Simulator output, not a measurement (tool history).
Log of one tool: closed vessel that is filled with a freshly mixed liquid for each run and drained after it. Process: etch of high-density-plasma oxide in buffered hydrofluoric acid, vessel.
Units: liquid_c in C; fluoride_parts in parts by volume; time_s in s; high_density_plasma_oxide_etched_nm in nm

run,hour,liquid_c,fluoride_parts,time_s,high_density_plasma_oxide_etched_nm
1,0.0,21.0,16.0,35,22.058
2,3.7,21.0,16.0,30,18.848
3,11.7,21.0,18.0,30,16.681
4,17.1,18.0,18.0,30,13.988
5,20.8,21.5,17.0,30,17.995
6,25.0,23.0,17.0,30,19.853

The next listed run, before its measurement:
7,34.0,25.0,16.0,30,?

{"run 7": {"high_density_plasma_oxide_etched_nm": 23.546}}
